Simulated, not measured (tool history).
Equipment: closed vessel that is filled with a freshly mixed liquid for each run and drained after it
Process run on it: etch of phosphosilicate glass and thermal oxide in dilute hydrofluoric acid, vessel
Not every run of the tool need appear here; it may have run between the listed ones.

run	day	temperature setpoint of the liquid (K)	parts of water to one part of 49 % hydrofluoric acid (parts by volume)	time in the liquid (s)	thickness taken off the phosphosilicate glass on a monitor wafer (nm)	thickness taken off the thermal oxide on a monitor wafer (nm)
1	0.000	299.15	210	60	23.339	1.1433
2	0.283	299.15	140	60	37.977	1.9705
3	0.638	297.65	150	60	33.189	1.6170
4	0.879	297.15	160	60	30.244	1.4443
5	1.171	296.65	165	60	28.469	1.4541
6	1.346	294.15	165	60	26.076	1.3238

Run 7 is up next; what results do you expect?
7	1.608	293.65	170	60	?	?

Run 7 measured thickness taken off the phosphosilicate glass on a monitor wafer (nm) 24.495, thickness taken off the thermal oxide on a monitor wafer (nm) 1.2633.
